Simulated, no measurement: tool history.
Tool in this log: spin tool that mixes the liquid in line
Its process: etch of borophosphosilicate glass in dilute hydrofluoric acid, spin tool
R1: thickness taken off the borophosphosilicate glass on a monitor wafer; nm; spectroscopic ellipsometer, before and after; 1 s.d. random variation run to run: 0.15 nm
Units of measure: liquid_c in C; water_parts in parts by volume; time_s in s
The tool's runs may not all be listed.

{"run": 1, "hour": 0.0, "liquid_c": 21, "water_parts": 155, "time_s": 55, "R1": 16.953}
{"run": 2, "hour": 7.7, "liquid_c": 21, "water_parts": 155, "time_s": 60, "R1": 18.45}
{"run": 3, "hour": 9.6, "liquid_c": 21, "water_parts": 155, "time_s": 55, "R1": 16.865}
{"run": 4, "hour": 16.3, "liquid_c": 21, "water_parts": 195, "time_s": 55, "R1": 12.744}
{"run": 5, "hour": 16.8, "liquid_c": 21, "water_parts": 195, "time_s": 60, "R1": 14.096}
{"run": 6, "hour": 23.8, "liquid_c": 20, "water_parts": 195, "time_s": 60, "R1": 13.569}

For run 7, what comes out?
{"run": 7, "hour": 30.8, "liquid_c": 21, "water_parts": 190, "time_s": 60, "R1": "?"}

R1: 14.518 nm
